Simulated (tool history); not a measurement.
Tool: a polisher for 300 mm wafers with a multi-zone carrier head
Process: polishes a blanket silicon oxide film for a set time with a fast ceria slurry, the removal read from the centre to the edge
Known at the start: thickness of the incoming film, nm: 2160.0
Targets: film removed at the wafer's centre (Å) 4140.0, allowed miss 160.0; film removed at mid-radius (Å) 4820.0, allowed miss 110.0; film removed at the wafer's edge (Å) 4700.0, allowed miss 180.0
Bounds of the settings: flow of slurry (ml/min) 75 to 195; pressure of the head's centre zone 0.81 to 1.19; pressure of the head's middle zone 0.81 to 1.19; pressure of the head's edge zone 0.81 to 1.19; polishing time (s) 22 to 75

run  hour  flow of slurry (ml/min)  pressure of the head's centre zone  pressure of the head's middle zone  pressure of the head's edge zone  polishing time (s)  film removed at the wafer's centre (Å)  film removed at mid-radius (Å)  film removed at the wafer's edge (Å)
  1   0.0                      125                                1.00                                1.00                              1.00                  48                                  6376.3                          6442.9                                6196.6
  2   4.0                      125                                1.00                                1.00                              1.00                  36                                  4874.4                          4776.1                                4716.4
  3   7.3                      105                                1.00                                1.00                              1.00                  36                                  4660.5                          4554.6                                4592.3
  4   8.9                      105                                1.03                                1.00                              1.00                  36                                  4685.2                          4566.1                                4441.8
  5  10.0                      105                                1.03                                1.00                              1.06                  36                                  4682.8                          4527.5                                4576.9
  6  15.0                      105                                1.03                                0.92                              1.06                  36                                  4657.1                          4286.9                                4671.8
  7  19.6                      110                                0.99                                0.96                              1.06                  36                                  4488.7                          4502.3                                4674.6
  8  25.4                      110                                0.97                                0.97                              1.06                  36                                  4582.2                          4534.8                                4683.7
  9  33.0                      110                                0.93                                0.99                              1.08                  36                                  4311.5                          4604.9                                4670.5
 10  41.0                      110                                0.93                                0.99                              1.08                  36                                  4388.0                          4579.3                                4645.5
 11  44.9                      110                                0.93                                0.99                              1.08                  36                                  4319.6                          4587.5                                4771.4

5 next moves are on the table. One of them brings every result within its allowed miss. Which?
  A  48.8                      120                                0.88                                1.06                              1.09                  35                                       ?                               ?                                     ?
  B  48.8                      115                                0.95                                1.01                              1.03                  37                                       ?                               ?                                     ?
  C  48.8                      120                                0.94                                0.97                              0.93                  37                                       ?                               ?                                     ?
  D  48.8                       85                                0.90                                1.01                              1.02                  39                                       ?                               ?                                     ?
  E  48.8                      135                                0.96                                0.95                              1.19                  33                                       ?                               ?                                     ?

move  film removed at the wafer's centre (Å)  film removed at mid-radius (Å)  film removed at the wafer's edge (Å)
   A                                  4184.0                          4806.1                                4628.9
   B                                  4665.9                          4820.6                                4723.8
   C                                  4681.8                          4713.1                                4536.5
   D                                  4182.8                          4604.5                                4639.1
   E                                  4393.7                          4248.3                                4665.2
A: meets every target
B: brings the result that was furthest off to its target, and leaves another outside
C: brings the result that was furthest off to its target, and leaves another outside
D: nearer than the last run, and not there yet
E: further off than the last run
Move A is the one to make.
